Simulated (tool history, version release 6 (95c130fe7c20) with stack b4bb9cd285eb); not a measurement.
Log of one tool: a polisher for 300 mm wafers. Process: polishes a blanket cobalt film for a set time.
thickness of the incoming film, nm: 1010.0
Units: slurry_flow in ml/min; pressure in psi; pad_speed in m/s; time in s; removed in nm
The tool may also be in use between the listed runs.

| run | hour | slurry_flow | pressure | pad_speed | time | removed |
|---|---|---|---|---|---|---|
| 1 | 0.0 | 255 | 1.8 | 1.24 | 40 | 266.18 |
| 2 | 1.8 | 255 | 1.6 | 1.18 | 40 | 223.64 |
| 3 | 2.8 | 285 | 1.6 | 1.18 | 40 | 226.92 |
| 4 | 3.6 | 285 | 1.5 | 1.14 | 40 | 208.02 |
| 5 | 9.7 | 315 | 1.5 | 1.14 | 40 | 209.76 |
| 6 | 17.7 | 315 | 1.5 | 1.14 | 36 | 187.99 |
| 7 | 26.5 | 315 | 1.4 | 1.12 | 36 | 172.05 |
| 8 | 27.4 | 315 | 1.3 | 1.12 | 36 | 160.66 |

Run 9 comes next. What will it give?
| 9 | 32.5 | 315 | 1.2 | 1.12 | 36 | ? |

{"run 9": {"removed": 149.64}}

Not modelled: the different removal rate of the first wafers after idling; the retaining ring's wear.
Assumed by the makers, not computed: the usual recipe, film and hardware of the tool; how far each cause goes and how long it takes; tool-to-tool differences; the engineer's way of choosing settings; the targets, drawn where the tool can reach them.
